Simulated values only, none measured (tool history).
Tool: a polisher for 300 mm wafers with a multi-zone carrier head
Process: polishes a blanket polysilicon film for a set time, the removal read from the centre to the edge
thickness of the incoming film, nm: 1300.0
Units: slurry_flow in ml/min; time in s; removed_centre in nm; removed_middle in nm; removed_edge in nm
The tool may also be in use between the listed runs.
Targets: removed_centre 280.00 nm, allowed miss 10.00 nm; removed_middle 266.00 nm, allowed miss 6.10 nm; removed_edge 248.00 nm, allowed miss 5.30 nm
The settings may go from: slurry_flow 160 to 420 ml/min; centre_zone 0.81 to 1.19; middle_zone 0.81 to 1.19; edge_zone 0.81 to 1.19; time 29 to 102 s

Run 1, hour 0.0: slurry_flow 270 ml/min, centre_zone 1.00, middle_zone 1.00, edge_zone 1.00, time 65 s. Result: removed_centre 284.44 nm, removed_middle 291.20 nm, removed_edge 286.24 nm.
Run 2, hour 8.9: slurry_flow 270 ml/min, centre_zone 1.00, middle_zone 1.00, edge_zone 1.00, time 53 s. Result: removed_centre 236.24 nm, removed_middle 234.98 nm, removed_edge 230.65 nm.
Run 3, hour 12.1: slurry_flow 215 ml/min, centre_zone 1.00, middle_zone 1.00, edge_zone 1.00, time 53 s. Result: removed_centre 226.30 nm, removed_middle 229.72 nm, removed_edge 227.60 nm.
Run 4, hour 18.7: slurry_flow 255 ml/min, centre_zone 1.03, middle_zone 1.02, edge_zone 1.02, time 53 s. Result: removed_centre 237.13 nm, removed_middle 236.32 nm, removed_edge 233.87 nm.
Run 5, hour 23.7: slurry_flow 300 ml/min, centre_zone 1.03, middle_zone 1.02, edge_zone 1.02, time 53 s. Result: removed_centre 241.00 nm, removed_middle 243.05 nm, removed_edge 236.21 nm.
Run 6, hour 31.0: slurry_flow 300 ml/min, centre_zone 1.03, middle_zone 1.02, edge_zone 0.94, time 53 s. Result: removed_centre 243.57 nm, removed_middle 241.26 nm, removed_edge 228.11 nm.
Run 7, hour 35.7: slurry_flow 320 ml/min, centre_zone 1.06, middle_zone 1.04, edge_zone 0.96, time 53 s. Result: removed_centre 252.48 nm, removed_middle 244.00 nm, removed_edge 229.98 nm.
Run 8, hour 38.0: slurry_flow 335 ml/min, centre_zone 1.08, middle_zone 1.06, edge_zone 0.98, time 54 s. Result: removed_centre 262.70 nm, removed_middle 258.05 nm, removed_edge 236.82 nm.
Run 9, hour 43.2: slurry_flow 345 ml/min, centre_zone 1.09, middle_zone 1.06, edge_zone 1.00, time 54 s. Result: removed_centre 266.35 nm, removed_middle 260.45 nm, removed_edge 241.39 nm.
Run 10, hour 51.4: slurry_flow 355 ml/min, centre_zone 1.10, middle_zone 1.06, edge_zone 1.01, time 54 s. Result: removed_centre 266.02 nm, removed_middle 257.72 nm, removed_edge 242.28 nm.

Which of these 4 next moves meets every target?
Run A, hour 59.6: slurry_flow 365 ml/min, centre_zone 1.06, middle_zone 1.18, edge_zone 1.10, time 50 s. Result: removed_centre ?, removed_middle ?, removed_edge ?.
Run B, hour 59.6: slurry_flow 300 ml/min, centre_zone 1.09, middle_zone 1.11, edge_zone 0.97, time 53 s. Result: removed_centre ?, removed_middle ?, removed_edge ?.
Run C, hour 59.6: slurry_flow 375 ml/min, centre_zone 1.15, middle_zone 1.09, edge_zone 1.06, time 54 s. Result: removed_centre ?, removed_middle ?, removed_edge ?.
Run D, hour 59.6: slurry_flow 315 ml/min, centre_zone 1.08, middle_zone 1.12, edge_zone 1.02, time 54 s. Result: removed_centre ?, removed_middle ?, removed_edge ?.

move  removed_centre  removed_middle  removed_edge
   A          243.19          264.31        233.25
   B          259.70          260.98        229.59
   C          285.66          267.13        248.05
   D          263.56          269.24        240.43
A: further off than the last run
B: further off than the last run
C: meets every target
D: further off than the last run
The right move is C.
